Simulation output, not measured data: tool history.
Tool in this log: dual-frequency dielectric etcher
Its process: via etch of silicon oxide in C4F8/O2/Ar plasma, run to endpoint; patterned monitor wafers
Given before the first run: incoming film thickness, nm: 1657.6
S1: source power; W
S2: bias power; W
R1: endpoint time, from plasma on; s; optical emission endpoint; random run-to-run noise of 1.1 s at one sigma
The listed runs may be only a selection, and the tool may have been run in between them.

Run 1, hour 0.0: S1 2540 W, S2 1874 W. Result: R1 290.32 s.
Run 2, hour 2.2: S1 2840 W, S2 1912 W. Result: R1 276.67 s.
Run 3, hour 9.8: S1 3060 W, S2 1950 W. Result: R1 264.38 s.
Run 4, hour 16.2: S1 3180 W, S2 1965 W. Result: R1 259.72 s.
Run 5, hour 22.0: S1 3010 W, S2 1965 W. Result: R1 266.00 s.
Run 6, hour 25.1: S1 2610 W, S2 1965 W. Result: R1 282.59 s.

Expected results for the next run?
Run 7, hour 25.8: S1 2870 W, S2 1997 W. Result: R1 ?.

R1: 270.86 s

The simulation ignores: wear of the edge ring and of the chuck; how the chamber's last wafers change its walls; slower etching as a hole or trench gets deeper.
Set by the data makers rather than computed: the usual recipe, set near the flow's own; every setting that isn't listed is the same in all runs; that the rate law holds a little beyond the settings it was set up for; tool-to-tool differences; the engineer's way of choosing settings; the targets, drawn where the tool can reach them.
